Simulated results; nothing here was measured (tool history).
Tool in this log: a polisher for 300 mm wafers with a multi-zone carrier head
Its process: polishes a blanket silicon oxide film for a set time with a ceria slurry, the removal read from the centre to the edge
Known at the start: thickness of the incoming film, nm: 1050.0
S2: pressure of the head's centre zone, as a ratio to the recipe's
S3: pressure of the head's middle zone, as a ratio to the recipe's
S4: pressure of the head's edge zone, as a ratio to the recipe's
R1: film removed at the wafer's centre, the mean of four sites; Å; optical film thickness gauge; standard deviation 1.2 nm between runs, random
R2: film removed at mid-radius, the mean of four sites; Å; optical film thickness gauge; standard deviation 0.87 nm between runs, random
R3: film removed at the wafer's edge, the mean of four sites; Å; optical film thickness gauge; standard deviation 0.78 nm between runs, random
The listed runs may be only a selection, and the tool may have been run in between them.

Run 1, day 0.000: flow of slurry (ml/min) 165, S2 1.00, S3 1.00, S4 1.00, polishing time (s) 30. Result: R1 675.53 Å, R2 691.93 Å, R3 681.31 Å.
Run 2, day 0.354: flow of slurry (ml/min) 165, S2 1.00, S3 0.92, S4 1.00, polishing time (s) 30. Result: R1 688.03 Å, R2 627.09 Å, R3 690.21 Å.
Run 3, day 0.608: flow of slurry (ml/min) 165, S2 1.00, S3 0.92, S4 1.04, polishing time (s) 30. Result: R1 682.52 Å, R2 641.84 Å, R3 708.95 Å.
Run 4, day 0.642: flow of slurry (ml/min) 165, S2 1.00, S3 0.92, S4 1.04, polishing time (s) 26. Result: R1 596.89 Å, R2 553.40 Å, R3 624.68 Å.
Run 5, day 0.883: flow of slurry (ml/min) 170, S2 1.01, S3 0.93, S4 1.05, polishing time (s) 27. Result: R1 625.38 Å, R2 595.56 Å, R3 647.71 Å.
Run 6, day 1.121: flow of slurry (ml/min) 175, S2 1.02, S3 0.93, S4 1.06, polishing time (s) 28. Result: R1 659.98 Å, R2 599.81 Å, R3 672.01 Å.
Run 7, day 1.479: flow of slurry (ml/min) 180, S2 1.02, S3 0.94, S4 1.07, polishing time (s) 29. Result: R1 672.14 Å, R2 658.30 Å, R3 707.21 Å.
Run 8, day 1.554: flow of slurry (ml/min) 185, S2 1.03, S3 0.94, S4 1.08, polishing time (s) 29. Result: R1 688.48 Å, R2 647.08 Å, R3 704.82 Å.
Run 9, day 1.783: flow of slurry (ml/min) 190, S2 1.03, S3 0.94, S4 1.09, polishing time (s) 29. Result: R1 689.14 Å, R2 643.96 Å, R3 721.78 Å.
Run 10, day 1.958: flow of slurry (ml/min) 195, S2 1.04, S3 0.95, S4 1.10, polishing time (s) 29. Result: R1 704.46 Å, R2 644.82 Å, R3 720.25 Å.
Run 11, day 2.188: flow of slurry (ml/min) 195, S2 1.04, S3 0.95, S4 1.10, polishing time (s) 29. Result: R1 695.01 Å, R2 655.88 Å, R3 703.50 Å.
Run 12, day 2.475: flow of slurry (ml/min) 195, S2 1.04, S3 0.95, S4 1.11, polishing time (s) 30. Result: R1 723.51 Å, R2 686.91 Å, R3 735.46 Å.
Run 13, day 2.596: flow of slurry (ml/min) 200, S2 1.04, S3 0.95, S4 1.12, polishing time (s) 30. Result: R1 732.43 Å, R2 665.57 Å, R3 753.56 Å.
Run 14, day 2.892: flow of slurry (ml/min) 200, S2 1.04, S3 0.96, S4 1.13, polishing time (s) 30. Result: R1 738.88 Å, R2 682.13 Å, R3 761.74 Å.
Run 15, day 3.062: flow of slurry (ml/min) 200, S2 1.04, S3 0.97, S4 1.14, polishing time (s) 30. Result: R1 709.68 Å, R2 694.66 Å, R3 751.57 Å.
Run 16, day 3.388: flow of slurry (ml/min) 205, S2 1.04, S3 0.97, S4 1.14, polishing time (s) 30. Result: R1 715.14 Å, R2 684.06 Å, R3 751.09 Å.
Run 17, day 3.496: flow of slurry (ml/min) 205, S2 1.06, S3 0.99, S4 1.15, polishing time (s) 32. Result: R1 769.89 Å, R2 758.11 Å, R3 809.18 Å.
Run 18, day 3.800: flow of slurry (ml/min) 205, S2 1.06, S3 0.99, S4 1.15, polishing time (s) 32. Result: R1 785.40 Å, R2 743.98 Å, R3 814.57 Å.
Run 19, day 4.100: flow of slurry (ml/min) 205, S2 1.06, S3 0.99, S4 1.15, polishing time (s) 32. Result: R1 803.27 Å, R2 750.36 Å, R3 814.57 Å.

Run 20, settings as shown, results not yet in. Your forecast:
Run 20, day 4.204: flow of slurry (ml/min) 210, S2 1.06, S3 1.01, S4 1.17, polishing time (s) 32. Result: R1 ?, R2 ?, R3 ?.

Run 20 gave R1 795.58 Å, R2 766.18 Å, R3 812.11 Å.

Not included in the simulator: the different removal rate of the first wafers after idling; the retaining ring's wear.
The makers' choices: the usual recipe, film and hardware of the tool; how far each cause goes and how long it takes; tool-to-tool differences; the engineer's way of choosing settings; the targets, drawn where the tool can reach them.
